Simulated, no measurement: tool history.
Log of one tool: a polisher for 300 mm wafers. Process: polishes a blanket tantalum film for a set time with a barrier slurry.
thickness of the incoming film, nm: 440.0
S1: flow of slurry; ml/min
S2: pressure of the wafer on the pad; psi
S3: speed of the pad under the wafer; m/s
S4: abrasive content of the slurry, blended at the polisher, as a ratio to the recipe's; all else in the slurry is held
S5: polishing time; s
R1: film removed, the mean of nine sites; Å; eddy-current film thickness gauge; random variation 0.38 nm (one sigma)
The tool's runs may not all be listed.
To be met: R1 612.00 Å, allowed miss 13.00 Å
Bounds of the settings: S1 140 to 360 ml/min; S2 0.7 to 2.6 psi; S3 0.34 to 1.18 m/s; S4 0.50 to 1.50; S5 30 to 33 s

run	day	S1	S2	S3	S4	S5	R1
1	0.000	230	1.6	0.76	1.00	33	339.30
2	0.067	230	1.6	0.76	0.80	33	322.30
3	0.204	230	1.6	0.84	0.80	33	356.72
4	0.383	240	1.8	0.84	0.80	33	389.91
5	0.583	240	2.0	0.86	0.80	33	434.85
6	0.646	240	2.0	0.86	0.70	33	415.17
7	0.767	245	2.2	0.88	0.70	33	457.48
8	1.142	245	2.2	0.88	0.70	33	457.35
9	1.496	245	2.3	0.92	0.70	33	496.86
# day 1.750: worn pad replaced by a new one
10	1.750	250	2.4	0.94	0.70	33	551.62
11	1.821	260	2.5	0.94	0.70	33	577.35
12	1.975	260	2.5	0.94	0.70	33	577.54
13	2.196	275	2.5	0.94	0.70	33	578.58
14	2.525	280	2.5	0.94	0.70	33	581.92

Which of these 5 next moves meets every target?
A	2.854	315	2.6	0.86	0.80	33	?
B	2.854	285	2.5	1.00	0.85	31	?
C	2.854	320	2.4	0.96	0.75	33	?
D	2.854	270	2.6	1.00	0.70	33	?
E	2.854	265	2.6	0.96	0.80	31	?

move	R1
A	573.82
B	609.09
C	589.70
D	631.39
E	589.93
A: further off than the last run
B: meets every target
C: nearer than the last run, and not there yet
D: takes the result that was furthest off past its target
E: nearer than the last run, and not there yet
The right move is B.
